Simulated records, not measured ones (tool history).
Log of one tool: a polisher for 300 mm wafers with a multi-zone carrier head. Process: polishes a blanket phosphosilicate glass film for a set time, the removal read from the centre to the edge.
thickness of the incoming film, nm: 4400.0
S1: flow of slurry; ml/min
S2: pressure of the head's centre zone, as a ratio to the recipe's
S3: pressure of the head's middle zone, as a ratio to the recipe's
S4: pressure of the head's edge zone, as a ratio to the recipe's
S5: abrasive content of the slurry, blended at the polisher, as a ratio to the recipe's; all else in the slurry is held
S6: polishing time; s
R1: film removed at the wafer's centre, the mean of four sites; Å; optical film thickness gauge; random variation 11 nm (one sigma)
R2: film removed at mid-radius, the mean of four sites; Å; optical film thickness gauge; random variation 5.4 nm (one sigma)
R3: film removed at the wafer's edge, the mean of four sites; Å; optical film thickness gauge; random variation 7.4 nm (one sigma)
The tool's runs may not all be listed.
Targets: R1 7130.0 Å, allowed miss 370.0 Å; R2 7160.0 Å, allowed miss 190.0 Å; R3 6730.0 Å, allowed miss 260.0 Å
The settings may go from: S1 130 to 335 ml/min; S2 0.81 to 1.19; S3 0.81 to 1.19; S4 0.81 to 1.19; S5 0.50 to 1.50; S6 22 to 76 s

run 1 hour=0.0 | S1=215 S2=1.00 S3=1.00 S4=1.00 S5=1.00 S6=49 | R1=4553.7 R2=4497.6 R3=4413.6
run 2 hour=8.8 | S1=220 S2=1.01 S3=1.01 S4=1.02 S5=1.05 S6=50 | R1=4882.3 R2=4861.9 R3=4754.1
run 3 hour=11.2 | S1=220 S2=1.01 S3=1.01 S4=1.02 S5=1.05 S6=38 | R1=3656.1 R2=3599.2 R3=3566.5
run 4 hour=13.1 | S1=220 S2=1.01 S3=1.01 S4=1.02 S5=1.05 S6=32 | R1=3120.6 R2=3030.3 R3=3045.5
run 5 hour=18.6 | S1=220 S2=1.01 S3=1.08 S4=1.02 S5=1.05 S6=32 | R1=3097.7 R2=3208.4 R3=3074.2
run 6 hour=24.5 | S1=190 S2=1.01 S3=1.08 S4=1.02 S5=1.05 S6=32 | R1=3126.8 R2=3171.7 R3=2942.8
run 7 hour=26.7 | S1=200 S2=1.02 S3=1.09 S4=1.03 S5=1.10 S6=34 | R1=3322.3 R2=3447.4 R3=3274.8
run 8 hour=34.3 | S1=245 S2=1.12 S3=1.17 S4=0.93 S5=1.35 S6=48 | R1=5999.5 R2=5819.2 R3=4971.9
run 9 hour=35.7 | S1=250 S2=1.12 S3=1.17 S4=0.95 S5=1.35 S6=49 | R1=6128.7 R2=6048.4 R3=5226.8
run 10 hour=37.0 | S1=255 S2=1.12 S3=1.17 S4=0.97 S5=1.35 S6=49 | R1=6087.3 R2=6086.3 R3=5119.8
run 11 hour=42.8 | S1=250 S2=1.11 S3=1.16 S4=0.97 S5=1.35 S6=50 | R1=6273.5 R2=6132.0 R3=5217.0
run 12 hour=50.9 | S1=250 S2=1.09 S3=1.14 S4=0.97 S5=1.35 S6=51 | R1=6165.6 R2=6113.7 R3=5396.7
run 13 hour=57.9 | S1=250 S2=1.09 S3=1.14 S4=0.98 S5=1.35 S6=52 | R1=6374.2 R2=6322.5 R3=5497.3
run 14 hour=61.8 | S1=250 S2=1.08 S3=1.13 S4=0.99 S5=1.35 S6=53 | R1=6369.4 R2=6402.7 R3=5783.3
run 15 hour=67.9 | S1=255 S2=1.08 S3=1.13 S4=1.00 S5=1.35 S6=53 | R1=6365.9 R2=6427.4 R3=5732.7
run 16 hour=74.2 | S1=255 S2=1.08 S3=1.13 S4=1.01 S5=1.35 S6=53 | R1=6529.9 R2=6418.9 R3=5724.2
run 17 hour=82.9 | S1=275 S2=1.02 S3=1.14 S4=1.11 S5=1.50 S6=54 | R1=6564.7 R2=6855.9 R3=6371.5

Which of these 4 next moves meets every target?
run A hour=91.6 | S1=260 S2=1.05 S3=1.11 S4=1.09 S5=1.45 S6=58 | R1=? R2=? R3=?
run B hour=91.6 | S1=320 S2=1.11 S3=1.09 S4=1.16 S5=1.50 S6=59 | R1=? R2=? R3=?
run C hour=91.6 | S1=325 S2=1.01 S3=1.18 S4=1.03 S5=1.45 S6=53 | R1=? R2=? R3=?
run D hour=91.6 | S1=270 S2=1.08 S3=1.10 S4=1.11 S5=1.50 S6=51 | R1=? R2=? R3=?

move=A R1=7028.4 R2=7120.6 R3=6665.7
move=B R1=7851.4 R2=7391.6 R3=7180.0
move=C R1=6341.6 R2=7007.8 R3=6052.5
move=D R1=6475.0 R2=6325.7 R3=6007.2
A: meets every target
B: takes the result that was furthest off past its target
C: brings the result that was furthest off to its target, and leaves another outside
D: further off than the last run
Move A is the one to make.
